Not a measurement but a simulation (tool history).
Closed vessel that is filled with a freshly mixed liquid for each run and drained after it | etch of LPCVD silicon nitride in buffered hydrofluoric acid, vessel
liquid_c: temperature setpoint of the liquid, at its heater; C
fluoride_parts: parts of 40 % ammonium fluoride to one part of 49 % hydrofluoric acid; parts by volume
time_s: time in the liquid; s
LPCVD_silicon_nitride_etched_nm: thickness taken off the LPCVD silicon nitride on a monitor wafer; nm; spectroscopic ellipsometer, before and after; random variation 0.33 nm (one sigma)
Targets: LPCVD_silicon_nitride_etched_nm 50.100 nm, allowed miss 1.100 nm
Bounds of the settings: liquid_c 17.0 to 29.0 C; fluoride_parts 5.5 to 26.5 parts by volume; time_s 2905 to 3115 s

| run | hour | liquid_c | fluoride_parts | time_s | LPCVD_silicon_nitride_etched_nm |
|---|---|---|---|---|---|
| 1 | 0.0 | 21.0 | 16.0 | 2905 | 21.330 |
| 2 | 6.3 | 21.0 | 12.5 | 2905 | 27.291 |
| 3 | 9.3 | 21.0 | 12.5 | 2905 | 27.215 |
| 4 | 14.8 | 23.5 | 11.5 | 2905 | 34.139 |
| 5 | 18.8 | 25.5 | 11.5 | 2905 | 37.939 |
| 6 | 22.9 | 25.5 | 11.5 | 2905 | 38.047 |
| 7 | 31.3 | 26.5 | 11.0 | 2905 | 41.825 |
| 8 | 40.1 | 27.5 | 11.0 | 2905 | 43.629 |
| 9 | 46.1 | 28.0 | 10.5 | 2905 | 46.766 |
| 10 | 48.2 | 28.5 | 10.5 | 2905 | 48.475 |

5 next moves are on the table. One of them brings every result within its allowed miss. Which?
| A | 50.3 | 26.0 | 10.0 | 3100 | ? |
| B | 50.3 | 28.5 | 9.5 | 2910 | ? |
| C | 50.3 | 28.0 | 10.5 | 3065 | ? |
| D | 50.3 | 25.5 | 8.0 | 2905 | ? |
| E | 50.3 | 29.0 | 10.0 | 2920 | ? |

| move | LPCVD_silicon_nitride_etched_nm |
|---|---|
| A | 48.192 |
| B | 53.391 |
| C | 50.570 |
| D | 53.369 |
| E | 53.264 |
A: further off than the last run
B: takes the result that was furthest off past its target
C: meets every target
D: takes the result that was furthest off past its target
E: takes the result that was furthest off past its target
Answer: C
